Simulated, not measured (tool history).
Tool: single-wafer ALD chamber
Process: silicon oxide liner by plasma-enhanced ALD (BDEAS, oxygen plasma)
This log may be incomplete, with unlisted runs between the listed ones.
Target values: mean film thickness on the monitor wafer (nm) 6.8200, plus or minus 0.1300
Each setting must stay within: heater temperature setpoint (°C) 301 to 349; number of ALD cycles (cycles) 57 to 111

| run | hour | heater temperature setpoint (°C) | number of ALD cycles (cycles) | mean film thickness on the monitor wafer (nm) |
|---|---|---|---|---|
| 1 | 0.0 | 325 | 84 | 7.4004 |
| 2 | 5.4 | 325 | 83 | 7.3150 |
| 3 | 12.4 | 325 | 82 | 7.2825 |
| 4 | 18.4 | 325 | 81 | 7.1309 |
| 5 | 19.9 | 325 | 87 | 7.6459 |
| 6 | 24.2 | 334 | 87 | 7.5461 |
| 7 | 28.7 | 334 | 86 | 7.4707 |
| 8 | 35.7 | 334 | 85 | 7.3753 |
| 9 | 41.1 | 334 | 84 | 7.3595 |

4 next moves are on the table. One of them brings every result within its allowed miss. Which?
| A | 46.5 | 335 | 75 | ? |
| B | 46.5 | 336 | 92 | ? |
| C | 46.5 | 332 | 88 | ? |
| D | 46.5 | 328 | 78 | ? |

| move | mean film thickness on the monitor wafer (nm) |
|---|---|
| A | 6.5325 |
| B | 8.0016 |
| C | 7.6982 |
| D | 6.8628 |
A: takes the biggest miss from the last run beyond its target
B: further off than the last run
C: further off than the last run
D: every result within its allowed miss
Correct choice: D, which meets every target
